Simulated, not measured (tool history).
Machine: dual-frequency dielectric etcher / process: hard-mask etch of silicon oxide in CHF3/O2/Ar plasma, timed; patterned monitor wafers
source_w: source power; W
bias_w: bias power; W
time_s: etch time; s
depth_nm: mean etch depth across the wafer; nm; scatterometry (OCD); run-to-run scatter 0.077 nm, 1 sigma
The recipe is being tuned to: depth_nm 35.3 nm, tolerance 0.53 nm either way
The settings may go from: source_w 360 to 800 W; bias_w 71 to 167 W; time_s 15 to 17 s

Run 1, day 0: source_w 580 W, bias_w 119 W, time_s 17 s. Result: depth_nm 32.773 nm.
Run 2, day 0.233: source_w 600 W, bias_w 120 W, time_s 17 s. Result: depth_nm 33.417 nm.
Run 3, day 0.258: source_w 620 W, bias_w 120 W, time_s 17 s. Result: depth_nm 34.103 nm.
Run 4, day 0.483: source_w 620 W, bias_w 102 W, time_s 17 s. Result: depth_nm 32.598 nm.
Run 5, day 0.812: source_w 620 W, bias_w 118 W, time_s 17 s. Result: depth_nm 33.919 nm.
Run 6, day 1.021: source_w 630 W, bias_w 118 W, time_s 17 s. Result: depth_nm 34.246 nm.
At day 1.154: wet clean of the chamber.
Run 7, day 1.154: source_w 640 W, bias_w 118 W, time_s 17 s. Result: depth_nm 33.666 nm.
Run 8, day 1.375: source_w 740 W, bias_w 122 W, time_s 17 s. Result: depth_nm 36.621 nm.
Run 9, day 1.479: source_w 730 W, bias_w 122 W, time_s 17 s. Result: depth_nm 36.225 nm.

Which of these 4 next moves meets every target?
Run A, day 1.583: source_w 730 W, bias_w 121 W, time_s 16.5 s. Result: depth_nm ?.
Run B, day 1.583: source_w 780 W, bias_w 135 W, time_s 16.5 s. Result: depth_nm ?.
Run C, day 1.583: source_w 800 W, bias_w 109 W, time_s 17 s. Result: depth_nm ?.
Run D, day 1.583: source_w 680 W, bias_w 153 W, time_s 17 s. Result: depth_nm ?.

move  depth_nm
   A    35.289
   B    37.604
   C    36.969
   D    37.571
A: every result lands within tolerance
B: its largest miss is bigger than the last run's
C: its largest miss is bigger than the last run's
D: its largest miss is bigger than the last run's
The right move is A.
